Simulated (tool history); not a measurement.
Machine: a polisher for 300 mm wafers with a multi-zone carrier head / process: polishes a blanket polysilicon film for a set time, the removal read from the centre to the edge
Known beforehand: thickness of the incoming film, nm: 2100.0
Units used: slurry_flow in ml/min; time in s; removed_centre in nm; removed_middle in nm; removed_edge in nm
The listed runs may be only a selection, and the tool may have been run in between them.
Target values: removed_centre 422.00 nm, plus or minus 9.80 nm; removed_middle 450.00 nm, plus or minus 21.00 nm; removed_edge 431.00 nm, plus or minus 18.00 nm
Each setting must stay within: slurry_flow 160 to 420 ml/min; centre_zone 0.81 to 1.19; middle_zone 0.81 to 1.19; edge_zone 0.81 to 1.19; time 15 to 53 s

{"run": 1, "hour": 0.0, "slurry_flow": 270, "centre_zone": 1.0, "middle_zone": 1.0, "edge_zone": 1.0, "time": 34, "removed_centre": 301.33, "removed_middle": 293.29, "removed_edge": 295.88}
{"run": 2, "hour": 5.6, "slurry_flow": 275, "centre_zone": 1.01, "middle_zone": 1.03, "edge_zone": 1.03, "time": 36, "removed_centre": 318.87, "removed_middle": 321.1, "removed_edge": 320.12}
{"run": 3, "hour": 8.1, "slurry_flow": 280, "centre_zone": 1.03, "middle_zone": 1.06, "edge_zone": 1.06, "time": 38, "removed_centre": 346.57, "removed_middle": 341.45, "removed_edge": 344.94}
{"run": 4, "hour": 10.5, "slurry_flow": 290, "centre_zone": 1.03, "middle_zone": 1.09, "edge_zone": 1.07, "time": 40, "removed_centre": 363.42, "removed_middle": 367.95, "removed_edge": 371.94}
{"run": 5, "hour": 15.1, "slurry_flow": 290, "centre_zone": 1.03, "middle_zone": 1.09, "edge_zone": 1.07, "time": 48, "removed_centre": 437.69, "removed_middle": 438.83, "removed_edge": 435.48}
{"run": 6, "hour": 20.7, "slurry_flow": 285, "centre_zone": 1.02, "middle_zone": 1.1, "edge_zone": 1.07, "time": 48, "removed_centre": 432.44, "removed_middle": 444.79, "removed_edge": 433.61}
{"run": 7, "hour": 29.2, "slurry_flow": 285, "centre_zone": 1.02, "middle_zone": 1.1, "edge_zone": 1.07, "time": 48, "removed_centre": 429.15, "removed_middle": 439.27, "removed_edge": 441.72}
{"run": 8, "hour": 33.9, "slurry_flow": 285, "centre_zone": 1.02, "middle_zone": 1.11, "edge_zone": 1.06, "time": 48, "removed_centre": 437.2, "removed_middle": 440.86, "removed_edge": 437.4}

Which of these 4 next moves meets every target?
{"run": "A", "hour": 38.6, "slurry_flow": 315, "centre_zone": 1.0, "middle_zone": 1.11, "edge_zone": 1.05, "time": 47, "removed_centre": "?", "removed_middle": "?", "removed_edge": "?"}
{"run": "B", "hour": 38.6, "slurry_flow": 230, "centre_zone": 1.05, "middle_zone": 1.15, "edge_zone": 1.01, "time": 49, "removed_centre": "?", "removed_middle": "?", "removed_edge": "?"}
{"run": "C", "hour": 38.6, "slurry_flow": 275, "centre_zone": 1.04, "middle_zone": 1.08, "edge_zone": 1.11, "time": 48, "removed_centre": "?", "removed_middle": "?", "removed_edge": "?"}
{"run": "D", "hour": 38.6, "slurry_flow": 230, "centre_zone": 1.07, "middle_zone": 1.07, "edge_zone": 1.09, "time": 50, "removed_centre": "?", "removed_middle": "?", "removed_edge": "?"}

move=A removed_centre=420.17 removed_middle=446.31 removed_edge=425.81
move=B removed_centre=441.33 removed_middle=461.26 removed_edge=423.01
move=C removed_centre=439.15 removed_middle=439.06 removed_edge=442.35
move=D removed_centre=458.74 removed_middle=443.44 removed_edge=448.67
A: all results in spec
B: misses by more than the last run did
C: misses by more than the last run did
D: misses by more than the last run did
A meets every target.
